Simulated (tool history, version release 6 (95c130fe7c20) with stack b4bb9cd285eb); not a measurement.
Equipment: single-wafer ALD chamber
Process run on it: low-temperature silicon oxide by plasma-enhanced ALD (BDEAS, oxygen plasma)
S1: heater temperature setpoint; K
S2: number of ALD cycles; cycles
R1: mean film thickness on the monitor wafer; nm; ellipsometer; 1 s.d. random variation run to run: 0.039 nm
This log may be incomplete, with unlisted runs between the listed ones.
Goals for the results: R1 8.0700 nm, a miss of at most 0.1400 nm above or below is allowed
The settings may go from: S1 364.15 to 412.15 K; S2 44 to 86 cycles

run	hour	S1	S2	R1
1	0.0	388.15	65	9.2121
2	6.3	389.15	63	8.8783
3	12.1	379.15	63	9.0287
4	12.8	380.15	61	8.6915
5	19.5	375.15	61	8.7913
6	22.3	376.15	60	8.6917
7	30.0	377.15	59	8.5357
8	38.0	378.15	58	8.4375
9	38.8	378.15	57	8.2662

Exercise: of the 5 proposed moves below, exactly one satisfies all targets within the stated allowed misses. Which move is it?
A	39.6	388.15	60	?
B	39.6	382.15	58	?
C	39.6	372.15	58	?
D	39.6	376.15	56	?
E	39.6	378.15	58	?

move	R1
A	8.4939
B	8.3010
C	8.4513
D	8.1018
E	8.3611
A: its largest miss is bigger than the last run's
B: its largest miss is bigger than the last run's
C: its largest miss is bigger than the last run's
D: all results land within tolerance of their targets
E: its largest miss is bigger than the last run's
Move D is the one to make.
